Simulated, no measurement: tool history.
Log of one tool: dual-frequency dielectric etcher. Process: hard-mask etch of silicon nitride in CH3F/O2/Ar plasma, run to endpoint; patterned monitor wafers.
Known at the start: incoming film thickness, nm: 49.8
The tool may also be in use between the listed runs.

Run 1, hour 0.0: source power (kW) 0.470, bias power (kW) 0.054. Result: endpoint time (s) 71.691.
Run 2, hour 5.8: source power (kW) 0.510, bias power (kW) 0.055. Result: endpoint time (s) 69.740.
Run 3, hour 9.5: source power (kW) 0.540, bias power (kW) 0.057. Result: endpoint time (s) 66.815.
Run 4, hour 15.1: source power (kW) 0.560, bias power (kW) 0.058. Result: endpoint time (s) 65.678.
Run 5, hour 20.5: source power (kW) 0.520, bias power (kW) 0.058. Result: endpoint time (s) 67.553.
Run 6, hour 24.8: source power (kW) 0.540, bias power (kW) 0.059. Result: endpoint time (s) 65.104.
Run 7, hour 29.6: source power (kW) 0.550, bias power (kW) 0.059. Result: endpoint time (s) 65.347.
Run 8, hour 36.0: source power (kW) 0.570, bias power (kW) 0.060. Result: endpoint time (s) 64.165.

The next listed run, before its measurement:
Run 9, hour 43.5: source power (kW) 0.580, bias power (kW) 0.060. Result: endpoint time (s) ?.

{"run 9": {"endpoint time (s)": 64.044}}
